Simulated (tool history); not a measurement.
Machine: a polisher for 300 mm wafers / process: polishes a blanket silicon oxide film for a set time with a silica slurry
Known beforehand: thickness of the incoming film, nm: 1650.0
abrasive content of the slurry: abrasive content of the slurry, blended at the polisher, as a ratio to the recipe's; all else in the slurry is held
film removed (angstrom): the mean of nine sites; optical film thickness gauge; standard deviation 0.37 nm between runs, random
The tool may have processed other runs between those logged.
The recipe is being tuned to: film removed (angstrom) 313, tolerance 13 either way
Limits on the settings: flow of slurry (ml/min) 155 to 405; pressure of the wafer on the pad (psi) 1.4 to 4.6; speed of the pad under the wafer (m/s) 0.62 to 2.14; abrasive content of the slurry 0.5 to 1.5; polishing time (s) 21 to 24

run  hour  flow of slurry (ml/min)  pressure of the wafer on the pad (psi)  speed of the pad under the wafer (m/s)  abrasive content of the slurry  polishing time (s)  film removed (angstrom)
  1     0                      260                                       3                                    1.38                               1                  24                    578.6
  2   0.9                      260                                       3                                     1.1                               1                  24                   503.03
  3   8.8                      260                                     2.6                                    1.08                               1                  24                   443.08
  4  12.7                      260                                     2.6                                    1.08                             0.9                  24                   431.78
  5  21.6                      260                                     2.6                                    0.86                             0.9                  24                   391.34
  6  28.1                      260                                     2.4                                    0.84                             0.9                  24                   370.81
  7  36.9                      260                                     2.4                                    0.84                             0.9                  24                   368.19
  8  43.8                      260                                     2.2                                    0.84                             0.9                  24                   336.86

5 next moves are on the table. One of them brings every result within its allowed miss. Which?
  A  50.7                      260                                       2                                    1.16                            0.75                  24                        ?
  B  50.7                      245                                     2.5                                    0.72                            0.95                  24                        ?
  C  50.7                      310                                     2.1                                    1.08                             0.8                  21                        ?
  D  50.7                      260                                     2.6                                    0.82                             0.9                  22                        ?
  E  50.7                      235                                     3.3                                    0.64                            0.95                  22                        ?

move  film removed (angstrom)
   A                   345.81
   B                   355.03
   C                   314.75
   D                   351.71
   E                   391.23
A: the biggest miss grows against the last run
B: the biggest miss grows against the last run
C: every result lands within tolerance
D: the biggest miss grows against the last run
E: the biggest miss grows against the last run
The right move is C.

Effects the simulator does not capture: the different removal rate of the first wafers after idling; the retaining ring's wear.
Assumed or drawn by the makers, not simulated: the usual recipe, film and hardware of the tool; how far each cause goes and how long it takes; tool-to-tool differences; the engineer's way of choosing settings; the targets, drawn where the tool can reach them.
